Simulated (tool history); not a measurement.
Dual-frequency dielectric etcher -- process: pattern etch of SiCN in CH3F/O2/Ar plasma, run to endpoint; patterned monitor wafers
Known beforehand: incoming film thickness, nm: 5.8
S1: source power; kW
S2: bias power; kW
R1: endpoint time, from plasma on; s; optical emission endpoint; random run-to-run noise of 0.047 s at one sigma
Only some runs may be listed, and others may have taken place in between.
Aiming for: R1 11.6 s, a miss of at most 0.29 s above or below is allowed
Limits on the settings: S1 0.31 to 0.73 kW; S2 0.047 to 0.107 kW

{"run": 1, "hour": 0.0, "S1": 0.52, "S2": 0.077, "R1": 14.644}
{"run": 2, "hour": 6.3, "S1": 0.52, "S2": 0.066, "R1": 15.928}
{"run": 3, "hour": 10.7, "S1": 0.52, "S2": 0.057, "R1": 17.461}
{"run": 4, "hour": 15.1, "S1": 0.55, "S2": 0.063, "R1": 16.01}
{"run": 5, "hour": 18.9, "S1": 0.58, "S2": 0.067, "R1": 15.01}
{"run": 6, "hour": 27.6, "S1": 0.61, "S2": 0.07, "R1": 14.421}
{"run": 7, "hour": 31.4, "S1": 0.63, "S2": 0.073, "R1": 13.994}
{"run": 8, "hour": 37.4, "S1": 0.63, "S2": 0.073, "R1": 13.998}
{"run": 9, "hour": 44.6, "S1": 0.65, "S2": 0.076, "R1": 13.467}
{"run": 10, "hour": 49.5, "S1": 0.66, "S2": 0.078, "R1": 13.153}
{"run": 11, "hour": 56.3, "S1": 0.67, "S2": 0.08, "R1": 13.011}

Pick the move, out of 5, that brings all results within their allowed miss; only one does.
{"run": "A", "hour": 63.1, "S1": 0.71, "S2": 0.095, "R1": "?"}
{"run": "B", "hour": 63.1, "S1": 0.63, "S2": 0.068, "R1": "?"}
{"run": "C", "hour": 63.1, "S1": 0.68, "S2": 0.067, "R1": "?"}
{"run": "D", "hour": 63.1, "S1": 0.58, "S2": 0.066, "R1": "?"}
{"run": "E", "hour": 63.1, "S1": 0.68, "S2": 0.089, "R1": "?"}

move=A R1=11.705
move=B R1=14.658
move=C R1=14.333
move=D R1=15.407
move=E R1=12.311
A: all results land within tolerance of their targets
B: moves away from the targets compared with the last run
C: moves away from the targets compared with the last run
D: moves away from the targets compared with the last run
E: nearer than the last run, and not there yet
So the answer is move A, the one that meets all the targets.
